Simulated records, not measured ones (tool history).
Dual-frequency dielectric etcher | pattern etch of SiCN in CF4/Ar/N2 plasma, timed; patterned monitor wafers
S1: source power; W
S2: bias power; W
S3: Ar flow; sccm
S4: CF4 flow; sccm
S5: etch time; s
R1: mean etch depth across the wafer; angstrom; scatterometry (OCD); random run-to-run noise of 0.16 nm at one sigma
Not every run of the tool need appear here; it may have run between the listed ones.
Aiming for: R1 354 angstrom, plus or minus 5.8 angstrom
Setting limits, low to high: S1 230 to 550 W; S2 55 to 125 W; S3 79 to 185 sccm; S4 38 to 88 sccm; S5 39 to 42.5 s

run 1 hour=0 | S1=390 S2=90 S3=132 S4=63 S5=42.5 | R1=328.49
run 2 hour=3.4 | S1=390 S2=90 S3=132 S4=63 S5=39 | R1=301.2
run 3 hour=9.9 | S1=320 S2=90 S3=132 S4=63 S5=39 | R1=259.56
run 4 hour=17 | S1=320 S2=90 S3=132 S4=56 S5=39 | R1=254.47
run 5 hour=20.3 | S1=320 S2=98 S3=132 S4=56 S5=39 | R1=270.04
run 6 hour=28.4 | S1=360 S2=98 S3=132 S4=56 S5=39 | R1=292.18
run 7 hour=30.7 | S1=390 S2=98 S3=132 S4=56 S5=39 | R1=308.46
run 8 hour=35.4 | S1=410 S2=98 S3=132 S4=56 S5=39 | R1=322.73
run 9 hour=40.7 | S1=420 S2=98 S3=132 S4=56 S5=39 | R1=329.55
run 10 hour=45.9 | S1=430 S2=98 S3=132 S4=56 S5=39 | R1=333.86
run 11 hour=51.4 | S1=440 S2=98 S3=132 S4=56 S5=39 | R1=338.36
run 12 hour=52.5 | S1=450 S2=98 S3=132 S4=56 S5=39 | R1=346.74

Pick the move, out of 4, that brings all results within their allowed miss; only one does.
run A hour=53.6 | S1=550 S2=76 S3=136 S4=46 S5=42.5 | R1=?
run B hour=53.6 | S1=400 S2=106 S3=129 S4=56 S5=41.5 | R1=?
run C hour=53.6 | S1=480 S2=96 S3=127 S4=60 S5=39 | R1=?
run D hour=53.6 | S1=450 S2=91 S3=131 S4=61 S5=42.5 | R1=?

move=A R1=365.12
move=B R1=351.68
move=C R1=362.68
move=D R1=364.18
A: takes the result that was furthest off past its target
B: all results in spec
C: takes the result that was furthest off past its target
D: takes the result that was furthest off past its target
Move B is the one to make.
